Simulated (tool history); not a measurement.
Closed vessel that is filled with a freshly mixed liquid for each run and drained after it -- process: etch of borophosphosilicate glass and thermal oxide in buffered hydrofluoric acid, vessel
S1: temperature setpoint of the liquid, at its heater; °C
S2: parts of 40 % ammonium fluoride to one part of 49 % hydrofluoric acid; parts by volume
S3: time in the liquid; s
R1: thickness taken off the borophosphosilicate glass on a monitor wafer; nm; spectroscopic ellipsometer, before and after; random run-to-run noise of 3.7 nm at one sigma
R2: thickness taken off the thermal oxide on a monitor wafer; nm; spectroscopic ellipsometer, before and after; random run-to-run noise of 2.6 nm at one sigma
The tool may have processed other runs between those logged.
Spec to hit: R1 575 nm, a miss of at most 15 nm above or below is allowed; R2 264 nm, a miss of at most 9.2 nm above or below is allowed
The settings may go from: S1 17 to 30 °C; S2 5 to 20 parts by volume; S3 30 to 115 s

run	day	S1	S2	S3	R1	R2
1	0	22	12	60	120.21	54.984
2	0.05	22	12	80	160.03	74.554
3	0.4	19.5	12	80	141.09	63.867
4	0.738	17.5	12	80	126.35	59.265
5	1.012	20.5	10	85	189.49	85.435
6	1.146	20.5	10	95	209.49	97.932
7	1.262	23	8.5	100	292.04	134.93
8	1.308	25	7.5	100	371.99	173.61
9	1.488	26.5	7	100	432.92	198.04
10	1.604	27.5	7	100	455.31	210.15
11	1.875	30	5.5	100	644.19	298.7
12	2.096	30	5.5	100	640.97	294.74
13	2.442	29.5	5.5	100	625.74	285.12
14	2.5	29	5.5	100	612.04	273.95
15	2.638	28.5	6	100	548.82	254.87

Consider the 4 candidate settings below. Which is the only one whose results all fall within their allowed miss of target?
A	2.775	26.5	6	110	?	?
B	2.775	26	5	95	?	?
C	2.775	29	5.5	95	?	?
D	2.775	29	5	80	?	?

move	R1	R2
A	548.95	249.56
B	541.16	244.79
C	582.77	264.91
D	533.15	241.75
A: about the same distance from the targets as the last run
B: moves away from the targets compared with the last run
C: all results land within tolerance of their targets
D: moves away from the targets compared with the last run
The right move is C.
